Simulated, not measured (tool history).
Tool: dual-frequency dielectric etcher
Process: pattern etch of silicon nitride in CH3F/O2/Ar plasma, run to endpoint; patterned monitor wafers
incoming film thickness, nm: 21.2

run    day  source power (kW)  bias power (kW)  endpoint time (s)
  1      0                0.5            0.052             29.297
  2  0.104                0.5            0.043             30.521
  3  0.142                0.5            0.039             31.946
  4  0.342               0.48            0.038             32.961
  5  0.488               0.48            0.033             34.035
  6  0.858               0.56            0.033             31.284
  7  1.133               0.54            0.033             32.318

Forecast run 8:
  8  1.296               0.53            0.033                  ?

endpoint time (s): 32.419
